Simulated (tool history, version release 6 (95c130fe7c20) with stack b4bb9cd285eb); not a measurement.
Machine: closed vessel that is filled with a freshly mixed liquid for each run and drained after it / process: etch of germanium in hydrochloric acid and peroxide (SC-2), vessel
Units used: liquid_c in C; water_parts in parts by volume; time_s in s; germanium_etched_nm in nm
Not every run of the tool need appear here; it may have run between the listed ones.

run,day,liquid_c,water_parts,time_s,germanium_etched_nm
1,0,54,7.5,95,186.47
2,0.379,50.5,7.5,95,165.31
3,0.662,48.5,7.5,95,158.83
4,0.917,46.5,7.5,95,149.33
5,1.217,45,7.5,95,140.98
6,1.333,44,7.5,95,134.95

Estimate the outcome of run 7 from the log above:
# day 1.392: chemicals flow meter replaced
7,1.392,44,7.5,95,?

Run 7 came out at germanium_etched_nm 135.75 nm.

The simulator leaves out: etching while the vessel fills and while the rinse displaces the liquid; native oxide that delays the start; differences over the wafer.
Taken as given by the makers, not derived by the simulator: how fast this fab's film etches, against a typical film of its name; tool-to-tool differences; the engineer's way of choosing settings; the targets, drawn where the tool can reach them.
